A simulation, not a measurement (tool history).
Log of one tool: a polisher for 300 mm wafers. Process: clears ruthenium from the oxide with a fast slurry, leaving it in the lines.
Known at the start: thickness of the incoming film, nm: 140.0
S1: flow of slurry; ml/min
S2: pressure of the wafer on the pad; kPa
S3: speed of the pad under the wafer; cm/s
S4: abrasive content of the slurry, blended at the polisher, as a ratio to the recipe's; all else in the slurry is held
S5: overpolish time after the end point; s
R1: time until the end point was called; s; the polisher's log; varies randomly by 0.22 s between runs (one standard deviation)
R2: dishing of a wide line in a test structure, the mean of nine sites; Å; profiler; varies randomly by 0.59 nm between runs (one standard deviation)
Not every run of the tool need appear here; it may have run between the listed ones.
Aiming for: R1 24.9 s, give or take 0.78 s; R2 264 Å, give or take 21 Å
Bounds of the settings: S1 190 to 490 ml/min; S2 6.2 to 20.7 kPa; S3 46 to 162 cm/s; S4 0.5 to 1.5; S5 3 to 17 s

run,hour,S1,S2,S3,S4,S5,R1,R2
1,0,315,13.1,104,1,9,41.147,246.77
2,3.3,315,13.1,104,1,7,41.003,182.28
3,7.2,315,13.1,104,1,6,41.388,169.89
4,9.5,315,14.5,104,1,6,38.978,177.1
5,13.5,315,14.5,88,1,6,45.303,151.72
6,16.8,315,17.2,88,1,6,39.906,172.05
7,19,315,17.9,96,1,6,35.625,189.12
8,19.8,320,20.7,116,1,6,26.96,240.55
9,21.2,320,20.7,118,1,6,26.237,254.04

Which one of the following 4 next-run settings gets every result inside its allowed miss? There is exactly one.
A,22.6,345,19.3,116,1.1,7,?,?
B,22.6,230,16.5,152,1.25,5,?,?
C,22.6,280,20.7,122,1.1,6,?,?
D,22.6,310,20,126,0.85,7,?,?

move,R1,R2
A,27.397,284.79
B,23.377,242.27
C,25.309,266.13
D,27.514,283.7
A: its largest miss is bigger than the last run's
B: carries the result that was furthest off beyond its target, to the other side
C: all results land within tolerance of their targets
D: its largest miss is bigger than the last run's
Go with C: it meets all targets.

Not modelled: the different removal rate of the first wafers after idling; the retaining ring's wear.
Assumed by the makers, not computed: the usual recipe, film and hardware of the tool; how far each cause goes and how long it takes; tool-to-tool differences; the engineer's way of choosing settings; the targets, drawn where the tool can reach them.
